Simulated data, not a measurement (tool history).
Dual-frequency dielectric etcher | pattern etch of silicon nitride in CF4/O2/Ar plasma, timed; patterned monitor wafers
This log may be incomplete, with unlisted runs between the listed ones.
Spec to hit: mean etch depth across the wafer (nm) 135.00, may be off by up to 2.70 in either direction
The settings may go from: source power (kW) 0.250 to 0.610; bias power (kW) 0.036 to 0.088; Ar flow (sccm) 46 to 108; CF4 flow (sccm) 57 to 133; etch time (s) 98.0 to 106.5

run  hour  source power (kW)  bias power (kW)  Ar flow (sccm)  CF4 flow (sccm)  etch time (s)  mean etch depth across the wafer (nm)
  1   0.0              0.430            0.062              77               95          106.5                                 195.92
  2   5.7              0.430            0.062              65               95          106.5                                 197.35
  3  14.1              0.410            0.061              65               95          106.5                                 189.70
  4  21.2              0.450            0.061              65               95          106.5                                 204.72
  5  29.4              0.450            0.061              65               95           98.0                                 188.20
  6  38.5              0.450            0.061              65              102           98.0                                 191.25
  7  45.0              0.430            0.061              65              102           98.0                                 181.17
  8  46.9              0.410            0.061              65              102           98.0                                 174.92
  9  53.1              0.390            0.061              65              102           98.0                                 165.97
 10  61.5              0.380            0.061              65              102           98.0                                 162.70
 11  68.5              0.380            0.061              65              102           98.0                                 163.14
 12  70.1              0.370            0.061              65              102           98.0                                 159.26
 13  77.1              0.280            0.060              65              102           98.0                                 121.53
 14  85.4              0.300            0.060              65              102           98.0                                 127.62
 15  91.9              0.330            0.060              65              102           98.0                                 139.65

Which single option among these 4 for the next run brings every result within its allowed miss of target? Just one does.
  A  98.4              0.300            0.065              75              103          106.5                                      ?
  B  98.4              0.320            0.054              68              106          100.0                                      ?
  C  98.4              0.320            0.061              62              110          101.0                                      ?
  D  98.4              0.300            0.063              58               98          105.0                                      ?

move  mean etch depth across the wafer (nm)
   A                                 143.14
   B                                 134.24
   C                                 143.41
   D                                 141.61
A: further off than the last run
B: meets every target
C: further off than the last run
D: further off than the last run
Correct choice: B, which meets every target
